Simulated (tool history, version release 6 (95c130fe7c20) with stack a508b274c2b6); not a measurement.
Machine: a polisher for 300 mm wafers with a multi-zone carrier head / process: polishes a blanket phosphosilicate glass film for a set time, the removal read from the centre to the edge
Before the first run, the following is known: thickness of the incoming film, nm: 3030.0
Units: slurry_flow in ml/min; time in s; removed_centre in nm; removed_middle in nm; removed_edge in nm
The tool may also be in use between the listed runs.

run	hour	slurry_flow	centre_zone	middle_zone	edge_zone	slurry_solids	time	removed_centre	removed_middle	removed_edge
1	0	210	1	1	1	1	58	412.58	413.89	397.1
2	8.1	210	1	1	1	1	65	460.59	468.79	450.76
3	14.4	210	1	1	1.07	1	65	465.05	460.11	462.7
4	22.4	210	0.92	1	1.07	1	65	431.32	461.62	469.37
5	26.1	205	0.95	0.97	1.05	0.9	60	389.11	403.08	409.69
6	27.4	200	0.98	0.94	1.05	0.8	55	352.61	347.45	366.84
7	34.4	200	1.01	0.92	1.03	0.75	51	334.62	315.9	324.92
8	38.7	195	1.02	0.9	1.03	0.7	48	301.85	277.63	301.35
9	45.1	195	1.02	0.9	1.03	0.7	48	304.3	276.86	305.38
10	52.7	180	1.07	0.83	0.93	0.5	38	226.64	181.74	204.91
11	57.3	180	1.07	0.83	0.93	0.5	38	229.62	186.83	203.68
12	61	190	1.07	0.84	0.94	0.5	38	232.27	188.65	206.94
13	64.9	200	1.07	0.85	0.95	0.5	38	226.35	186.21	208.01
14	72.3	195	1.08	0.86	0.96	0.5	38	230.93	192.75	208.09

Predict the results of run 15:
15	72.9	195	1.09	0.86	0.97	0.5	38	?	?	?

Logged for run 15: removed_centre 234.79 nm, removed_middle 187.67 nm, removed_edge 208.91 nm.
